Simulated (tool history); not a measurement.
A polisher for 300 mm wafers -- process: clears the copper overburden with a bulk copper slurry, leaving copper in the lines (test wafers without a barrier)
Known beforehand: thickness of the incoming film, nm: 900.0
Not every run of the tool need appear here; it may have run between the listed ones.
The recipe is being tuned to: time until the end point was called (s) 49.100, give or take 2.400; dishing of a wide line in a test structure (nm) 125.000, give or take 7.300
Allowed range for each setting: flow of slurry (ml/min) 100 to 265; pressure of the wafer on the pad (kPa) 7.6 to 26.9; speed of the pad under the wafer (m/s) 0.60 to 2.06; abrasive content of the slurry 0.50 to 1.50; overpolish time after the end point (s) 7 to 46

run  hour  flow of slurry (ml/min)  pressure of the wafer on the pad (kPa)  speed of the pad under the wafer (m/s)  abrasive content of the slurry  overpolish time after the end point (s)  time until the end point was called (s)  dishing of a wide line in a test structure (nm)
  1   0.0                      170                                    17.2                                    1.32                            1.00                                       24                                   75.820                                          104.490
  2   5.0                      170                                    20.7                                    1.32                            1.00                                       24                                   67.025                                          112.900
  3   6.1                      170                                    22.1                                    1.34                            1.00                                       23                                   62.892                                          114.120
  4  13.5                      170                                    22.8                                    1.36                            1.00                                       23                                   57.735                                          117.010
  5  17.4                      170                                    22.8                                    1.36                            1.00                                       17                                   59.099                                          100.850
  6  19.2                      170                                    18.6                                    1.36                            1.00                                       17                                   70.206                                           94.132
  7  26.0                      170                                    20.0                                    1.36                            1.00                                       18                                   65.105                                           99.028
  8  28.4                      170                                    21.4                                    1.36                            1.00                                       19                                   61.707                                          103.000

Exactly one of the 5 candidate moves below puts every result within its allowed miss. Which one?
  A  30.8                      165                                    22.1                                    1.36                            1.30                                       11                                        ?                                                ?
  B  30.8                      190                                    17.9                                    1.36                            1.00                                       19                                        ?                                                ?
  C  30.8                      170                                    21.4                                    1.14                            1.25                                       26                                        ?                                                ?
  D  30.8                      195                                    13.1                                    1.30                            1.00                                       21                                        ?                                                ?
  E  30.8                      175                                    22.8                                    1.66                            0.95                                       25                                        ?                                                ?

move  time until the end point was called (s)  dishing of a wide line in a test structure (nm)
   A                                   57.706                                           84.007
   B                                   70.924                                           97.791
   C                                   70.547                                          114.270
   D                                   92.796                                           86.242
   E                                   49.784                                          126.190
A: lands further from the targets than the last run did
B: lands further from the targets than the last run did
C: lands further from the targets than the last run did
D: lands further from the targets than the last run did
E: every result within its allowed miss
E is the move that brings every result within its allowed miss.
